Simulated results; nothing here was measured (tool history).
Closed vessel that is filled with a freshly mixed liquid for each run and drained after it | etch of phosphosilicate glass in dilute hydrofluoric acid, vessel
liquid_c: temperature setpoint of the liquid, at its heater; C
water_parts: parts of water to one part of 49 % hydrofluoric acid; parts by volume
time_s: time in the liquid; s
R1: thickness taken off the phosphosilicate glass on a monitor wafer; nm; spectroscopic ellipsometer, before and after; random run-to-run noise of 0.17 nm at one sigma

Run 1, day 0: liquid_c 22 C, water_parts 290 parts by volume, time_s 35 s. Result: R1 16.493 nm.
Run 2, day 0.208: liquid_c 24.5 C, water_parts 280 parts by volume, time_s 35 s. Result: R1 18.599 nm.
Run 3, day 0.312: liquid_c 26 C, water_parts 270 parts by volume, time_s 35 s. Result: R1 20.488 nm.
Run 4, day 0.458: liquid_c 27 C, water_parts 265 parts by volume, time_s 35 s. Result: R1 21.528 nm.
Run 5, day 0.767: liquid_c 27 C, water_parts 265 parts by volume, time_s 30 s. Result: R1 18.631 nm.
Run 6, day 0.833: liquid_c 27 C, water_parts 265 parts by volume, time_s 35 s. Result: R1 21.733 nm.

Expected results for the next run?
Run 7, day 0.929: liquid_c 28 C, water_parts 265 parts by volume, time_s 35 s. Result: R1 ?.

R1: 22.38 nm
